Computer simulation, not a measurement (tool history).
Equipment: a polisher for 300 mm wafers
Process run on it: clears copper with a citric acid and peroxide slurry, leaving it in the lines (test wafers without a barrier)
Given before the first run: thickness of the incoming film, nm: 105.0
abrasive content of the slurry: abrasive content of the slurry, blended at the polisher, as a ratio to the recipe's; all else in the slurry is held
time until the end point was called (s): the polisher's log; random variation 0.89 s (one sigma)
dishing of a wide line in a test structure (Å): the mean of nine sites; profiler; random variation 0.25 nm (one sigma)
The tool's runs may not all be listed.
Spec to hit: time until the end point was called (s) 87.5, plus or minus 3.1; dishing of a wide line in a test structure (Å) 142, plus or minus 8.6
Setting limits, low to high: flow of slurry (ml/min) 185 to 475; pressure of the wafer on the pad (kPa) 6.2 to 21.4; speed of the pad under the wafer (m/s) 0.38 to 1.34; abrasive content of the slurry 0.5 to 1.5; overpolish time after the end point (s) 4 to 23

run  hour  flow of slurry (ml/min)  pressure of the wafer on the pad (kPa)  speed of the pad under the wafer (m/s)  abrasive content of the slurry  overpolish time after the end point (s)  time until the end point was called (s)  dishing of a wide line in a test structure (Å)
  1     0                      305                                    13.8                                    0.86                               1                                       12                                   69.855                                          150.16
  2     8                      305                                    13.8                                    0.86                             1.1                                       12                                   69.597                                          151.33
  3  13.7                      305                                    13.8                                    0.86                            0.95                                       12                                   70.689                                          145.12
  4  19.1                      305                                    13.8                                    0.86                            0.95                                        9                                   72.491                                          114.95
  5  25.5                      310                                    13.1                                    0.86                            0.95                                       10                                   74.223                                          118.34
  6  32.1                      310                                    13.1                                       1                            0.95                                       10                                   64.994                                          135.68
  7  34.7                      315                                    11.7                                       1                            0.95                                       11                                   71.257                                          139.09
  8  41.5                      315                                      11                                       1                            0.95                                       11                                   73.609                                          132.18
  9  47.7                      315                                      11                                       1                            0.95                                       11                                    75.75                                          131.65
 10  48.8                      315                                    10.3                                       1                            0.95                                       12                                   77.038                                           132.2
 11    57                      315                                    10.3                                       1                            0.95                                       12                                   79.389                                          140.86
 12  59.9                      315                                     9.7                                       1                            0.95                                       12                                   81.386                                          133.39
 13  62.5                      315                                       9                                       1                            0.95                                       13                                   87.954                                          132.64

5 candidate next runs follow, results not yet known. Just one meets every target within its allowed miss. Identify it.
  A  65.1                      295                                       9                                    0.94                            0.95                                       13                                        ?                                               ?
  B  65.1                      365                                     8.3                                    0.94                             1.3                                       14                                        ?                                               ?
  C  65.1                      390                                     8.3                                    1.04                               1                                       12                                        ?                                               ?
  D  65.1                      470                                     8.3                                    0.94                            1.05                                       13                                        ?                                               ?
  E  65.1                      315                                     8.3                                    1.02                            1.05                                       12                                        ?                                               ?

move  time until the end point was called (s)  dishing of a wide line in a test structure (Å)
   A                                    93.37                                          127.62
   B                                   88.034                                          143.37
   C                                   86.253                                          127.32
   D                                   92.349                                          128.73
   E                                   88.031                                          125.04
A: misses by more than the last run did
B: every result lands within tolerance
C: misses by more than the last run did
D: misses by more than the last run did
E: misses by more than the last run did
So the answer is move B, the one that meets all the targets.
